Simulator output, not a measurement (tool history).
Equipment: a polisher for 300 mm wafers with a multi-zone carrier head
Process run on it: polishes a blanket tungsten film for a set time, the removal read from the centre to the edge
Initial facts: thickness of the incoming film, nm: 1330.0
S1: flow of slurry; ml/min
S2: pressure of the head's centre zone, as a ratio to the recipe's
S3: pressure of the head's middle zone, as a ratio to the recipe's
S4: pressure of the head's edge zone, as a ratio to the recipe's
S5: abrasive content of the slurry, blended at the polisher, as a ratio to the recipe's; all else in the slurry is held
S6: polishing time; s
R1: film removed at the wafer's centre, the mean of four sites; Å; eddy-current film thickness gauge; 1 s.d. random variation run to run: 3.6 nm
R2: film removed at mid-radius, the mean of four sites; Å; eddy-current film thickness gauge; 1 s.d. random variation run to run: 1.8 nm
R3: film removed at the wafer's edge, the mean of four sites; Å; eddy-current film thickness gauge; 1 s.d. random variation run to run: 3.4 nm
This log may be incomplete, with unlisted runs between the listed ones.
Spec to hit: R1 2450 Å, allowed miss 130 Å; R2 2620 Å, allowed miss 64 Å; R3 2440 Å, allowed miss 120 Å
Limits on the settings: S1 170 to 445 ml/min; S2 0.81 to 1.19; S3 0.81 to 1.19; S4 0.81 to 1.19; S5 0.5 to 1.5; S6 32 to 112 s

run	hour	S1	S2	S3	S4	S5	S6	R1	R2	R3
1	0	285	1	1	1	1	72	3526.9	3883.3	3959.3
2	9	285	1	1.06	1	1	72	3618.3	3931.6	3869.7
3	14.5	280	1	1.06	0.98	0.85	66	3056.6	3374.5	3416.6
4	22.2	280	1	1.06	0.98	0.85	74	3446	3763.9	3722.2
5	24	215	1	1.06	0.98	0.85	74	3335	3696.5	3638.8
6	25.8	205	1.02	1.08	0.94	0.75	70	2969	3329.3	3171
7	32.6	200	1.04	1.07	0.91	0.7	68	2888.7	3091.7	2947.3
8	34.4	195	1.04	1.07	0.88	0.65	67	2760.3	2922.9	2799.7
9	38.9	190	1.04	1.08	0.86	0.6	66	2565.4	2789	2630.1
10	39.7	185	1.04	1.08	0.85	0.6	66	2609.5	2763	2592.8
# hour 43: centre zone pressure recalibrated
11	43	180	1.03	1.08	0.84	0.6	66	2712.6	2764.2	2575.1
12	46.1	185	1.03	1.08	0.84	0.55	65	2538	2616.9	2437.2
13	49.7	185	1.03	1.08	0.85	0.55	65	2619	2618.8	2410.4
14	56.2	180	1.06	1.09	0.84	0.55	64	2621.5	2569.1	2356.3

Which one of the following 5 next-run settings gets every result inside its allowed miss? There is exactly one.
A	62.7	195	1.08	0.99	0.86	0.6	66	?	?	?
B	62.7	235	1.05	0.94	0.88	0.55	65	?	?	?
C	62.7	185	1.17	1.09	0.83	0.5	66	?	?	?
D	62.7	245	1.17	1.06	0.81	0.5	64	?	?	?
E	62.7	170	1	1.14	0.92	0.5	68	?	?	?

move	R1	R2	R3
A	2986.9	2690.9	2615.4
B	2828.2	2542	2546.5
C	2905.2	2547.2	2317.7
D	2962.8	2544.8	2301.9
E	2507.4	2648.7	2463.5
A: further off than the last run
B: further off than the last run
C: further off than the last run
D: further off than the last run
E: every result lands within tolerance
E meets every target.
